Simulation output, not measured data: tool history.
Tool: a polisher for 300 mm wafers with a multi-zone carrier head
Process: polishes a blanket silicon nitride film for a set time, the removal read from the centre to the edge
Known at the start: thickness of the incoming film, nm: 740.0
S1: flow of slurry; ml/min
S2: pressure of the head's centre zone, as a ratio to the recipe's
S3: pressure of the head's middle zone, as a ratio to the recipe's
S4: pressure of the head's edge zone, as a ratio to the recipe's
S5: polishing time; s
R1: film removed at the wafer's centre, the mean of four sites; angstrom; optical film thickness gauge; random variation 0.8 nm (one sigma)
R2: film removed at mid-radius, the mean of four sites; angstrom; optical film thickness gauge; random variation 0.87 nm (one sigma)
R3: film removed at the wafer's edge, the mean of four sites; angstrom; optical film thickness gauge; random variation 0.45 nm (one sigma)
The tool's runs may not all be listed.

| run | day | S1 | S2 | S3 | S4 | S5 | R1 | R2 | R3 |
|---|---|---|---|---|---|---|---|---|---|
| 1 | 0.000 | 200 | 1.00 | 1.00 | 1.00 | 62 | 843.65 | 852.70 | 858.15 |
| 2 | 0.167 | 200 | 1.00 | 1.00 | 1.00 | 71 | 952.74 | 983.73 | 989.30 |
| 3 | 0.333 | 180 | 1.00 | 1.00 | 1.00 | 71 | 919.95 | 946.66 | 986.74 |
| 4 | 0.467 | 180 | 1.00 | 1.00 | 1.08 | 71 | 916.15 | 952.23 | 1014.80 |
| 5 | 0.562 | 180 | 1.00 | 0.95 | 1.08 | 71 | 933.69 | 893.35 | 1010.60 |
| 6 | 0.650 | 195 | 1.00 | 0.96 | 1.05 | 66 | 893.97 | 883.83 | 929.06 |
| 7 | 0.708 | 205 | 1.00 | 0.96 | 1.02 | 62 | 836.91 | 818.08 | 877.07 |
| 8 | 1.083 | 200 | 1.02 | 0.98 | 0.99 | 59 | 810.20 | 790.22 | 816.86 |
| 9 | 1.433 | 200 | 1.03 | 1.00 | 0.96 | 57 | 801.91 | 794.46 | 780.14 |
| 10 | 1.471 | 195 | 1.04 | 1.01 | 0.94 | 56 | 768.03 | 782.42 | 762.29 |

Run 11 comes next. What will it give?
| 11 | 1.496 | 195 | 1.06 | 1.02 | 0.92 | 55 | ? | ? | ? |

Run 11 gave R1 786.76 angstrom, R2 755.54 angstrom, R3 743.11 angstrom.
